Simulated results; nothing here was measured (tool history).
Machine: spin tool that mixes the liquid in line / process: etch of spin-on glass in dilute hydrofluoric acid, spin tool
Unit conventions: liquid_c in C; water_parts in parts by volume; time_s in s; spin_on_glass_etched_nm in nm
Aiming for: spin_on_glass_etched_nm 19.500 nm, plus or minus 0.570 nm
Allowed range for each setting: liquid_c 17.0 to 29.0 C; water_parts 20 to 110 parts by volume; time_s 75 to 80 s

run  hour  liquid_c  water_parts  time_s  spin_on_glass_etched_nm
  1   0.0      21.0           60      75                   23.042
  2   4.4      20.5           60      75                   22.630
  3  10.1      20.5           50      75                   27.674
  4  16.2      20.0           50      75                   27.047
  5  25.2      21.5           50      75                   28.724
  6  33.7      21.5           50      80                   30.688
  7  34.2      21.0           50      80                   30.135
  8  39.8      17.0           70      80                   17.677
  9  44.4      18.5           70      80                   18.616

4 next moves are on the table. One of them brings every result within its allowed miss. Which?
  A  49.0      19.5           70      80                        ?
  B  49.0      18.5           65      80                        ?
  C  49.0      20.5           65      75                        ?
  D  49.0      19.0           65      80                        ?

move  spin_on_glass_etched_nm
   A                   19.942
   B                   20.704
   C                   21.120
   D                   21.149
A: all results in spec
B: the result that was furthest off in the last run now lies on the other side of its target
C: the result that was furthest off in the last run now lies on the other side of its target
D: the result that was furthest off in the last run now lies on the other side of its target
Move A is the one to make.
